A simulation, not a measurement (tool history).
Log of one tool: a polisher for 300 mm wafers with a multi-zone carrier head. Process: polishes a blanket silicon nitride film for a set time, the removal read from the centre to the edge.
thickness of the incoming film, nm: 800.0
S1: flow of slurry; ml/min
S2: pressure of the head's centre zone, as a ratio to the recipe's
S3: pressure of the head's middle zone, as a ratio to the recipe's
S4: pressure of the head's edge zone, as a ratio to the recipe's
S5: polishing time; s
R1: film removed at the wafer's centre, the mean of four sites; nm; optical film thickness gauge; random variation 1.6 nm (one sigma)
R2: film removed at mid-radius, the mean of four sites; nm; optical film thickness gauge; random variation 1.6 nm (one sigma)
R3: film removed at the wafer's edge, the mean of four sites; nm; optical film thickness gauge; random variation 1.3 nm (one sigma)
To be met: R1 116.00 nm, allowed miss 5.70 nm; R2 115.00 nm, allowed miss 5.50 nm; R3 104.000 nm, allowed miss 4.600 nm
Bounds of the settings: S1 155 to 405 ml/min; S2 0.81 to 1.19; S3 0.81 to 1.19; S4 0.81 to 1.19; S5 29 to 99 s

Run 1, day 0.000: S1 260 ml/min, S2 1.00, S3 1.00, S4 1.00, S5 64 s. Result: R1 149.87 nm, R2 153.14 nm, R3 152.000 nm.
Run 2, day 0.104: S1 260 ml/min, S2 1.00, S3 1.00, S4 1.00, S5 74 s. Result: R1 175.98 nm, R2 175.60 nm, R3 176.900 nm.
Run 3, day 0.200: S1 260 ml/min, S2 1.02, S3 1.00, S4 0.97, S5 65 s. Result: R1 152.77 nm, R2 150.87 nm, R3 151.140 nm.
Run 4, day 0.496: S1 195 ml/min, S2 1.02, S3 1.00, S4 0.97, S5 65 s. Result: R1 151.74 nm, R2 146.74 nm, R3 152.340 nm.
Run 5, day 0.738: S1 210 ml/min, S2 1.04, S3 1.02, S4 0.94, S5 59 s. Result: R1 142.06 nm, R2 137.98 nm, R3 137.320 nm.
Run 6, day 0.762: S1 210 ml/min, S2 0.96, S3 1.02, S4 0.94, S5 59 s. Result: R1 129.57 nm, R2 139.68 nm, R3 133.350 nm.
Run 7, day 0.871: S1 210 ml/min, S2 0.96, S3 1.02, S4 0.94, S5 59 s. Result: R1 127.73 nm, R2 137.79 nm, R3 137.210 nm.
Run 8, day 1.021: S1 225 ml/min, S2 0.99, S3 1.03, S4 0.92, S5 55 s. Result: R1 128.23 nm, R2 131.40 nm, R3 128.160 nm.
Run 9, day 1.296: S1 240 ml/min, S2 1.00, S3 1.05, S4 0.90, S5 51 s. Result: R1 120.10 nm, R2 124.93 nm, R3 116.810 nm.
Run 10, day 1.546: S1 240 ml/min, S2 1.00, S3 1.05, S4 0.90, S5 51 s. Result: R1 117.37 nm, R2 124.94 nm, R3 118.290 nm.
Run 11, day 1.858: S1 245 ml/min, S2 1.03, S3 1.06, S4 0.88, S5 49 s. Result: R1 118.57 nm, R2 120.36 nm, R3 110.350 nm.

Which of these 5 next moves meets every target?
Run A, day 2.171: S1 245 ml/min, S2 1.03, S3 1.09, S4 0.82, S5 52 s. Result: R1 ?, R2 ?, R3 ?.
Run B, day 2.171: S1 345 ml/min, S2 1.17, S3 1.19, S4 0.81, S5 41 s. Result: R1 ?, R2 ?, R3 ?.
Run C, day 2.171: S1 180 ml/min, S2 0.97, S3 0.86, S4 1.00, S5 55 s. Result: R1 ?, R2 ?, R3 ?.
Run D, day 2.171: S1 275 ml/min, S2 1.04, S3 1.05, S4 0.81, S5 46 s. Result: R1 ?, R2 ?, R3 ?.
Run E, day 2.171: S1 225 ml/min, S2 1.14, S3 0.99, S4 0.91, S5 50 s. Result: R1 ?, R2 ?, R3 ?.

move      R1      R2       R3
   A  127.63  130.61  116.060
   B  118.68  114.30   93.248
   C  121.56  109.97  129.480
   D  115.51  113.42  103.180
   E  134.38  114.95  115.500
A: further off than the last run
B: takes the result that was furthest off past its target
C: further off than the last run
D: meets every target
E: further off than the last run
The right move is D.
